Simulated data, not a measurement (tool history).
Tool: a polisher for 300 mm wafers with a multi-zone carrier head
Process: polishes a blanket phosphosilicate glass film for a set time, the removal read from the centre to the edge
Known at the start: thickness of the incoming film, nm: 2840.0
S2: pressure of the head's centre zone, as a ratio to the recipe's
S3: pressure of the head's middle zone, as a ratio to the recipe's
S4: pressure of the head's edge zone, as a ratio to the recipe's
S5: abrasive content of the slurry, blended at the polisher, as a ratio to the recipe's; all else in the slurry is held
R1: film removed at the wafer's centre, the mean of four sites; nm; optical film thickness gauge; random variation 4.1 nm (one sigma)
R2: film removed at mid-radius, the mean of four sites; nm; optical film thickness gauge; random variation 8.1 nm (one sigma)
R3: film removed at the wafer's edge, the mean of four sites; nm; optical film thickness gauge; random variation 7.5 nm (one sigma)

run 1 hour=0 | flow_of_slurry_(ml/min)=195 S2=1 S3=1 S4=1 S5=1 polishing_time_(s)=54 | R1=379.64 R2=382.67 R3=379.81
run 2 hour=3.9 | flow_of_slurry_(ml/min)=195 S2=1 S3=0.95 S4=1 S5=1 polishing_time_(s)=54 | R1=381.75 R2=366.35 R3=386.65
run 3 hour=6.9 | flow_of_slurry_(ml/min)=195 S2=0.96 S3=0.95 S4=1 S5=1 polishing_time_(s)=54 | R1=362.12 R2=373.97 R3=384.08
run 4 hour=14.3 | flow_of_slurry_(ml/min)=195 S2=0.96 S3=0.95 S4=1 S5=0.85 polishing_time_(s)=54 | R1=331.58 R2=342.59 R3=347.14
run 5 hour=16.1 | flow_of_slurry_(ml/min)=205 S2=0.98 S3=0.98 S4=1 S5=0.95 polishing_time_(s)=54 | R1=367.24 R2=383.21 R3=374.76
run 6 hour=19.3 | flow_of_slurry_(ml/min)=215 S2=1 S3=1 S4=1.02 S5=1 polishing_time_(s)=54 | R1=385.41 R2=393.67 R3=398.49
run 7 hour=28 | flow_of_slurry_(ml/min)=250 S2=1.1 S3=1.1 S4=0.92 S5=1.25 polishing_time_(s)=62 | R1=554.6 R2=548.97 R3=486.16

Run 8 comes next. What will it give?
run 8 hour=32.5 | flow_of_slurry_(ml/min)=255 S2=1.11 S3=1.11 S4=0.94 S5=1.25 polishing_time_(s)=62 | R1=? R2=? R3=?

{"run 8": {"R1": 563.65, "R2": 550.33, "R3": 488.01}}

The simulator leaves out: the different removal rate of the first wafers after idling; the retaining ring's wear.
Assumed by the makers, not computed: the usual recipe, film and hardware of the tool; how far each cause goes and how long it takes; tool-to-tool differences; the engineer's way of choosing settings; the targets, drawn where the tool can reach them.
